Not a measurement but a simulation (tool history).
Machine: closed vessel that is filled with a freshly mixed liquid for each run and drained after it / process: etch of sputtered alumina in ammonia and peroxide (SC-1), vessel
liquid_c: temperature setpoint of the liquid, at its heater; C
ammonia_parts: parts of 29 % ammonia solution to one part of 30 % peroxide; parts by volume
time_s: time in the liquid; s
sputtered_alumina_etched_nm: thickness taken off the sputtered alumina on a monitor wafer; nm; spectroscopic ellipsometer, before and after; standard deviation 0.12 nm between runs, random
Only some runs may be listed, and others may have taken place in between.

{"run": 1, "hour": 0.0, "liquid_c": 53, "ammonia_parts": 0.5, "time_s": 465, "sputtered_alumina_etched_nm": 38.297}
{"run": 2, "hour": 3.2, "liquid_c": 53, "ammonia_parts": 0.5, "time_s": 465, "sputtered_alumina_etched_nm": 38.541}
{"run": 3, "hour": 7.4, "liquid_c": 51, "ammonia_parts": 0.5, "time_s": 465, "sputtered_alumina_etched_nm": 34.567}
{"run": 4, "hour": 11.9, "liquid_c": 49.5, "ammonia_parts": 0.5, "time_s": 465, "sputtered_alumina_etched_nm": 31.746}
{"run": 5, "hour": 21.0, "liquid_c": 48.5, "ammonia_parts": 0.5, "time_s": 465, "sputtered_alumina_etched_nm": 30.223}
{"run": 6, "hour": 23.0, "liquid_c": 47.5, "ammonia_parts": 0.5, "time_s": 465, "sputtered_alumina_etched_nm": 28.404}
{"run": 7, "hour": 25.5, "liquid_c": 47, "ammonia_parts": 0.5, "time_s": 465, "sputtered_alumina_etched_nm": 27.485}

Estimate the outcome of run 8 from the log above:
{"run": 8, "hour": 34.3, "liquid_c": 47, "ammonia_parts": 0.5, "time_s": 465, "sputtered_alumina_etched_nm": "?"}

For run 8 the tool returned sputtered_alumina_etched_nm 27.745 nm.
